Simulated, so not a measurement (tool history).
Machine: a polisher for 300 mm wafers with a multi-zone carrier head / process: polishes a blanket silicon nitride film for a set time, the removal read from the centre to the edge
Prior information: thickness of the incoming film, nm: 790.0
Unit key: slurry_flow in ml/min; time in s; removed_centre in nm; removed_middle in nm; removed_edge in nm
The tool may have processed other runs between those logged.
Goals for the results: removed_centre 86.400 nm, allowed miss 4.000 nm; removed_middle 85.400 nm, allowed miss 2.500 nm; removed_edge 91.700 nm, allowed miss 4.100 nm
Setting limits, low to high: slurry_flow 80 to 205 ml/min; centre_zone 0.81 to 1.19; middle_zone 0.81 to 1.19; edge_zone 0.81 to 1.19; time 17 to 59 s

run 1 hour=0.0 | slurry_flow=135 centre_zone=1.00 middle_zone=1.00 edge_zone=1.00 time=38 | removed_centre=67.895 removed_middle=67.583 removed_edge=69.687
run 2 hour=5.0 | slurry_flow=145 centre_zone=1.01 middle_zone=1.01 edge_zone=1.04 time=40 | removed_centre=72.168 removed_middle=72.806 removed_edge=74.118
run 3 hour=11.7 | slurry_flow=145 centre_zone=1.01 middle_zone=1.00 edge_zone=1.06 time=42 | removed_centre=77.187 removed_middle=76.103 removed_edge=77.804
run 4 hour=17.5 | slurry_flow=145 centre_zone=1.01 middle_zone=0.92 edge_zone=1.06 time=42 | removed_centre=75.062 removed_middle=70.606 removed_edge=80.268
run 5 hour=25.7 | slurry_flow=150 centre_zone=1.01 middle_zone=0.93 edge_zone=1.07 time=43 | removed_centre=80.459 removed_middle=73.829 removed_edge=81.509
run 6 hour=34.1 | slurry_flow=150 centre_zone=0.93 middle_zone=0.93 edge_zone=1.07 time=43 | removed_centre=72.120 removed_middle=73.263 removed_edge=81.827
run 7 hour=42.9 | slurry_flow=155 centre_zone=0.94 middle_zone=0.94 edge_zone=1.08 time=44 | removed_centre=75.922 removed_middle=75.986 removed_edge=85.459
run 8 hour=44.5 | slurry_flow=160 centre_zone=0.95 middle_zone=0.95 edge_zone=1.09 time=44 | removed_centre=76.658 removed_middle=76.583 removed_edge=86.262
run 9 hour=51.1 | slurry_flow=165 centre_zone=0.96 middle_zone=0.97 edge_zone=1.09 time=44 | removed_centre=77.066 removed_middle=78.046 removed_edge=83.866
run 10 hour=57.9 | slurry_flow=165 centre_zone=0.96 middle_zone=0.97 edge_zone=1.09 time=45 | removed_centre=78.773 removed_middle=81.503 removed_edge=88.027
run 11 hour=66.1 | slurry_flow=170 centre_zone=0.97 middle_zone=0.97 edge_zone=1.09 time=45 | removed_centre=82.259 removed_middle=80.769 removed_edge=85.366
run 12 hour=73.2 | slurry_flow=170 centre_zone=0.97 middle_zone=0.97 edge_zone=1.10 time=46 | removed_centre=82.938 removed_middle=83.059 removed_edge=91.248
run 13 hour=80.4 | slurry_flow=170 centre_zone=0.98 middle_zone=0.97 edge_zone=1.10 time=46 | removed_centre=85.436 removed_middle=83.666 removed_edge=90.839

Next run, 4 choices. One meets every target within its allowed miss, the rest don't. Which?
run A hour=87.6 | slurry_flow=140 centre_zone=1.02 middle_zone=1.02 edge_zone=1.19 time=45 | removed_centre=? removed_middle=? removed_edge=?
run B hour=87.6 | slurry_flow=190 centre_zone=0.99 middle_zone=0.99 edge_zone=1.10 time=46 | removed_centre=? removed_middle=? removed_edge=?
run C hour=87.6 | slurry_flow=145 centre_zone=1.04 middle_zone=0.92 edge_zone=1.11 time=48 | removed_centre=? removed_middle=? removed_edge=?
run D hour=87.6 | slurry_flow=170 centre_zone=0.94 middle_zone=0.96 edge_zone=1.11 time=46 | removed_centre=? removed_middle=? removed_edge=?

move=A removed_centre=84.232 removed_middle=79.927 removed_edge=91.905
move=B removed_centre=88.280 removed_middle=83.710 removed_edge=93.719
move=C removed_centre=92.204 removed_middle=78.666 removed_edge=95.288
move=D removed_centre=82.225 removed_middle=80.246 removed_edge=93.024
A: misses by more than the last run did
B: every result within its allowed miss
C: misses by more than the last run did
D: misses by more than the last run did
So the answer is move B, the one that meets all the targets.
